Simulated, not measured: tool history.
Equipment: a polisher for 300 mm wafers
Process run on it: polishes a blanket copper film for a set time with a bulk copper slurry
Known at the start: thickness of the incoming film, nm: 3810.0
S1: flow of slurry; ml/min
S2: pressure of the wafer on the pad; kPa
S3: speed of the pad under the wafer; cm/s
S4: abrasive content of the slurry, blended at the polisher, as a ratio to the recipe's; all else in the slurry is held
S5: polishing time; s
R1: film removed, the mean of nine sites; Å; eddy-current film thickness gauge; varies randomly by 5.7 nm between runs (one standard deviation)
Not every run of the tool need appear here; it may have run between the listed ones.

{"run": 1, "hour": 0.0, "S1": 235, "S2": 18.6, "S3": 132, "S4": 1, "S5": 54, "R1": 6399.6}
{"run": 2, "hour": 8.3, "S1": 235, "S2": 18.6, "S3": 132, "S4": 0.8, "S5": 54, "R1": 6119.8}
{"run": 3, "hour": 14.2, "S1": 235, "S2": 17.9, "S3": 132, "S4": 0.8, "S5": 54, "R1": 5921.4}
{"run": 4, "hour": 18.4, "S1": 235, "S2": 17.9, "S3": 132, "S4": 0.95, "S5": 54, "R1": 6167.2}
{"run": 5, "hour": 20.4, "S1": 190, "S2": 17.9, "S3": 132, "S4": 0.95, "S5": 54, "R1": 5944.8}
{"run": 6, "hour": 28.2, "S1": 190, "S2": 17.9, "S3": 132, "S4": 1.15, "S5": 54, "R1": 6307.8}
{"run": 7, "hour": 33.1, "S1": 190, "S2": 17.2, "S3": 132, "S4": 1.15, "S5": 54, "R1": 5943.7}

What will run 8 give?
{"run": 8, "hour": 36.5, "S1": 190, "S2": 17.2, "S3": 132, "S4": 1.15, "S5": 54, "R1": "?"}

R1: 5897.3 Å
